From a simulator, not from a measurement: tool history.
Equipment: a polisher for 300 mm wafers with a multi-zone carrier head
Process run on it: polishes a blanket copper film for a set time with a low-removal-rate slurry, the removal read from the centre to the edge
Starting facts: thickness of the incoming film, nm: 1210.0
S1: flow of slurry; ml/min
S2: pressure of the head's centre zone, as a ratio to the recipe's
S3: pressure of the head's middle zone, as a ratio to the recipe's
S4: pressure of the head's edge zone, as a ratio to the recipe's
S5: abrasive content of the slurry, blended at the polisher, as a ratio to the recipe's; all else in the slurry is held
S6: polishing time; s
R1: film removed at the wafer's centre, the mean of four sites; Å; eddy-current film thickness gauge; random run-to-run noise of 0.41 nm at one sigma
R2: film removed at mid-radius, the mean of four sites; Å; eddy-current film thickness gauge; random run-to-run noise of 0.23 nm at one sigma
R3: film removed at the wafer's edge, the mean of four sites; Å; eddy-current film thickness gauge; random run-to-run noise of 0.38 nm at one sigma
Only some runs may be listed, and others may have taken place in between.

run,hour,S1,S2,S3,S4,S5,S6,R1,R2,R3
1,0,135,1,1,1,1,34,482.72,495.52,490.21
2,4.7,135,1,0.92,1,1,34,491.55,462.69,490.69
3,7.4,135,1,0.92,1,1,29,411.62,389.53,412.94
4,14.6,135,1,0.92,1,1.1,29,414.27,399.25,418.2
5,22.8,135,1,0.92,1.03,1.1,29,429.48,391.85,427.82
6,29.2,135,0.98,0.92,1.04,1.1,29,413.19,398.66,432.31

Run 7 is up next; what results do you expect?
7,35.5,135,0.98,0.92,1.04,1.1,29,?,?,?

For run 7 the tool returned R1 405.09 Å, R2 399.59 Å, R3 427.43 Å.
